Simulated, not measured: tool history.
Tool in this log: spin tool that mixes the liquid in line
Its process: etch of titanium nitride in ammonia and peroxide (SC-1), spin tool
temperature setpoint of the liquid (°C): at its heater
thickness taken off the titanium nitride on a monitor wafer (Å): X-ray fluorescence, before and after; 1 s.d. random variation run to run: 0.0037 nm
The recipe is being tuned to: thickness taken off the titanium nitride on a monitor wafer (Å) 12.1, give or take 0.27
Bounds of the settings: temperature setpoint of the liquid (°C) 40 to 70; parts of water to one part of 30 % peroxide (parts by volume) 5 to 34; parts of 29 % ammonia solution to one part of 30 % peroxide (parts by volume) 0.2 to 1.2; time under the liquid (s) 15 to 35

run,day,temperature setpoint of the liquid (°C),parts of water to one part of 30 % peroxide (parts by volume),parts of 29 % ammonia solution to one part of 30 % peroxide (parts by volume),time under the liquid (s),thickness taken off the titanium nitride on a monitor wafer (Å)
1,0,56,19,0.75,35,28.898
2,0.1,63,19,0.75,35,45.762
3,0.121,58.5,19,0.75,35,34.21
4,0.4,58.5,12.5,0.75,35,42.769
5,0.483,58.5,12.5,0.85,35,44.014
6,0.638,58.5,16,0.85,35,38.499
7,0.929,50.5,16,0.85,35,22.495
8,1.042,48,16,0.85,35,18.808
9,1.283,46.5,16,0.85,35,16.767
10,1.512,46.5,16,0.85,35,16.961

5 candidate next runs follow, results not yet known. Just one meets every target within its allowed miss. Identify it.
A,1.742,50,19,0.75,35,?
B,1.742,47.5,23,0.7,35,?
C,1.742,41,14.5,0.9,35,?
D,1.742,48.5,9.5,0.75,35,?
E,1.742,48,12,0.8,35,?

move,thickness taken off the titanium nitride on a monitor wafer (Å)
A,19.094
B,14.232
C,11.964
D,24.821
E,21.473
A: the biggest miss grows against the last run
B: better than the last run, though not everything is in spec
C: all results land within tolerance of their targets
D: the biggest miss grows against the last run
E: the biggest miss grows against the last run
Correct choice: C, which meets every target

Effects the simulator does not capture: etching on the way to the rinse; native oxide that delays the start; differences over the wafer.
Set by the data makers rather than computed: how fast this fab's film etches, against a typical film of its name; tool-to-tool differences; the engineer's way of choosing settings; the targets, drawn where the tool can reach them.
